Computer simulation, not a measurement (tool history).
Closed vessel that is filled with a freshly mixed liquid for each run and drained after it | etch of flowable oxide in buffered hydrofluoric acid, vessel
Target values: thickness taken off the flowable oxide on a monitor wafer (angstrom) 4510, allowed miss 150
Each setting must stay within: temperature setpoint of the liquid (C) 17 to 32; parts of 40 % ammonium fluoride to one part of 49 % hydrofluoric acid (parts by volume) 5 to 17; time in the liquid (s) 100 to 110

| run | hour | temperature setpoint of the liquid (C) | parts of 40 % ammonium fluoride to one part of 49 % hydrofluoric acid (parts by volume) | time in the liquid (s) | thickness taken off the flowable oxide on a monitor wafer (angstrom) |
|---|---|---|---|---|---|
| 1 | 0 | 25 | 10.5 | 100 | 5644 |
| 2 | 4.3 | 25 | 10.5 | 110 | 6167.6 |
| 3 | 10.2 | 23 | 10.5 | 110 | 5479.5 |
| 4 | 11.9 | 23 | 8.5 | 110 | 6631.9 |
| 5 | 17.3 | 23 | 8.5 | 100 | 5986.4 |
| 6 | 23.8 | 25 | 8.5 | 100 | 6709.9 |
| 7 | 31.1 | 23 | 8.5 | 100 | 5932.7 |
| 8 | 32.5 | 21.5 | 8.5 | 100 | 5447.6 |
| 9 | 33.7 | 20.5 | 8.5 | 100 | 5237.6 |
| 10 | 40 | 19.5 | 8.5 | 100 | 4906.1 |
| 11 | 49 | 19 | 8.5 | 100 | 4753.4 |

4 candidate next runs follow, results not yet known. Just one meets every target within its allowed miss. Identify it.
| A | 58 | 20.5 | 9 | 100 | ? |
| B | 58 | 18 | 9.5 | 110 | ? |
| C | 58 | 21 | 11 | 100 | ? |
| D | 58 | 20.5 | 9.5 | 105 | ? |

| move | thickness taken off the flowable oxide on a monitor wafer (angstrom) |
|---|---|
| A | 4881.1 |
| B | 4508.8 |
| C | 4280.3 |
| D | 4953.8 |
A: its largest miss is bigger than the last run's
B: meets every target
C: takes the biggest miss from the last run beyond its target
D: its largest miss is bigger than the last run's
Answer: B

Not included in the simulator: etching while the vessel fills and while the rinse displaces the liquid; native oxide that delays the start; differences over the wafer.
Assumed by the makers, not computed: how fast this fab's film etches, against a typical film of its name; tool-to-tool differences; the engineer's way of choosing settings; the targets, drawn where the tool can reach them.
